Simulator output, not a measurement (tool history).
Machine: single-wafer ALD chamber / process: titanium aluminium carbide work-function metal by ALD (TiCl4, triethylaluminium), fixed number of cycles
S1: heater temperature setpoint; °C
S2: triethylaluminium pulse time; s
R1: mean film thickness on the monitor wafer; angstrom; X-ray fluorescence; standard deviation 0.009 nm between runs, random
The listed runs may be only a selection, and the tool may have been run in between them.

run 1 hour=0 | S1=295 S2=9.9 | R1=20.236
run 2 hour=5 | S1=295 S2=7.27 | R1=19.442
run 3 hour=8.9 | S1=304 S2=7.27 | R1=20.216
run 4 hour=16.9 | S1=298 S2=6.73 | R1=19.42
run 5 hour=20.8 | S1=298 S2=7.94 | R1=19.969
run 6 hour=27.7 | S1=293 S2=7.55 | R1=19.371

Run 7, settings as shown, results not yet in. Your forecast:
run 7 hour=35.3 | S1=290 S2=7.26 | R1=?

Run 7 produced R1 18.856 angstrom.

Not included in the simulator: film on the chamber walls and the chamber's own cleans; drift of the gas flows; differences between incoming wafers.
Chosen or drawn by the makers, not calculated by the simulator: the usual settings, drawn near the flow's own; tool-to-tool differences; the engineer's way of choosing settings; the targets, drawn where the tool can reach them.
